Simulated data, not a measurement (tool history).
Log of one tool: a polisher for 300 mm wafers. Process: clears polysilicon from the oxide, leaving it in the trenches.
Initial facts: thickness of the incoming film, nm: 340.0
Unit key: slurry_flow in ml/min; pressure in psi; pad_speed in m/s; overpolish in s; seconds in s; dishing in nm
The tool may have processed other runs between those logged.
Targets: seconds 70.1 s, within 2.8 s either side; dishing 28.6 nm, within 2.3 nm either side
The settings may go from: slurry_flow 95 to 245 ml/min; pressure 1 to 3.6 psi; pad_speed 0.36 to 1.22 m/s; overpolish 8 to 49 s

{"run": 1, "hour": 0.0, "slurry_flow": 155, "pressure": 2.3, "pad_speed": 0.78, "overpolish": 25, "seconds": 39.76, "dishing": 65.818}
{"run": 2, "hour": 2.8, "slurry_flow": 155, "pressure": 1.9, "pad_speed": 0.78, "overpolish": 19, "seconds": 47.768, "dishing": 57.006}
{"run": 3, "hour": 6.7, "slurry_flow": 185, "pressure": 1.9, "pad_speed": 0.78, "overpolish": 19, "seconds": 46.97, "dishing": 59.12}
{"run": 4, "hour": 10.0, "slurry_flow": 185, "pressure": 1.4, "pad_speed": 0.78, "overpolish": 19, "seconds": 62.98, "dishing": 51.58}
{"run": 5, "hour": 12.2, "slurry_flow": 185, "pressure": 1.7, "pad_speed": 0.78, "overpolish": 19, "seconds": 52.232, "dishing": 58.026}
{"run": 6, "hour": 13.9, "slurry_flow": 155, "pressure": 1.5, "pad_speed": 0.82, "overpolish": 15, "seconds": 57.195, "dishing": 47.28}
{"run": 7, "hour": 22.2, "slurry_flow": 135, "pressure": 1.3, "pad_speed": 0.86, "overpolish": 13, "seconds": 63.583, "dishing": 42.369}
{"run": 8, "hour": 30.4, "slurry_flow": 120, "pressure": 1.2, "pad_speed": 0.9, "overpolish": 11, "seconds": 67.637, "dishing": 35.74}
{"run": 9, "hour": 36.6, "slurry_flow": 110, "pressure": 1.1, "pad_speed": 0.94, "overpolish": 10, "seconds": 72.52, "dishing": 32.089}

Pick the move, out of 4, that brings all results within their allowed miss; only one does.
{"run": "A", "hour": 42.8, "slurry_flow": 140, "pressure": 1.2, "pad_speed": 0.78, "overpolish": 12, "seconds": "?", "dishing": "?"}
{"run": "B", "hour": 42.8, "slurry_flow": 95, "pressure": 1, "pad_speed": 1.08, "overpolish": 8, "seconds": "?", "dishing": "?"}
{"run": "C", "hour": 42.8, "slurry_flow": 120, "pressure": 1, "pad_speed": 0.96, "overpolish": 8, "seconds": "?", "dishing": "?"}
{"run": "D", "hour": 42.8, "slurry_flow": 105, "pressure": 1, "pad_speed": 1.02, "overpolish": 11, "seconds": "?", "dishing": "?"}

move=A seconds=75.727 dishing=36.988
move=B seconds=70.661 dishing=29.094
move=C seconds=75.502 dishing=27.662
move=D seconds=73.101 dishing=35.715
A: further off than the last run
B: each result inside its tolerance
C: corrects the largest miss of the last run, while another result sits out of spec
D: further off than the last run
B meets every target.
